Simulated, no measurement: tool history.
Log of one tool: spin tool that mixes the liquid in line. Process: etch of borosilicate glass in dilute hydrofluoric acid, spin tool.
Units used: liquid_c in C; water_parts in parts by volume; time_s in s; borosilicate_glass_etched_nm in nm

| run | hour | liquid_c | water_parts | time_s | borosilicate_glass_etched_nm |
|---|---|---|---|---|---|
| 1 | 0.0 | 25.0 | 195 | 320 | 41.267 |
| 2 | 4.6 | 25.0 | 265 | 320 | 28.001 |
| 3 | 5.6 | 25.0 | 265 | 340 | 30.064 |
| 4 | 9.8 | 27.5 | 195 | 340 | 48.397 |
| 5 | 12.2 | 27.5 | 195 | 340 | 47.251 |
| 6 | 18.4 | 30.0 | 195 | 340 | 52.947 |
| 7 | 26.2 | 31.0 | 145 | 340 | 79.248 |
| 8 | 29.4 | 31.5 | 120 | 340 | 99.001 |
| 9 | 32.3 | 33.0 | 75 | 340 | 175.240 |
| 10 | 34.7 | 31.5 | 75 | 340 | 168.500 |
| 11 | 41.1 | 31.5 | 75 | 340 | 169.240 |

For run 12, what comes out?
| 12 | 44.0 | 30.0 | 80 | 340 | ? |

{"run 12": {"borosilicate_glass_etched_nm": 151.69}}
